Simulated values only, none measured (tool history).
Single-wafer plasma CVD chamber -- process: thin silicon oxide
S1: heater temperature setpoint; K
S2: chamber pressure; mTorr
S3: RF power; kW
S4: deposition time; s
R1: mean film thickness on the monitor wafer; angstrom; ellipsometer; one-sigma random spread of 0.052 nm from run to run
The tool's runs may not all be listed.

| run | hour | S1 | S2 | S3 | S4 | R1 |
|---|---|---|---|---|---|---|
| 1 | 0.0 | 648.15 | 1020 | 0.230 | 6.73 | 131.93 |
| 2 | 4.0 | 648.15 | 1020 | 0.205 | 6.73 | 124.53 |
| 3 | 8.8 | 648.15 | 920 | 0.205 | 6.73 | 115.91 |
| 4 | 10.5 | 648.15 | 870 | 0.200 | 6.73 | 109.33 |
| 5 | 12.7 | 648.15 | 870 | 0.220 | 6.73 | 113.00 |
| 6 | 14.7 | 648.15 | 1050 | 0.220 | 6.73 | 129.51 |

The next listed run, before its measurement:
| 7 | 16.9 | 648.15 | 970 | 0.215 | 6.73 | ? |

Logged for run 7: R1 122.20 angstrom.
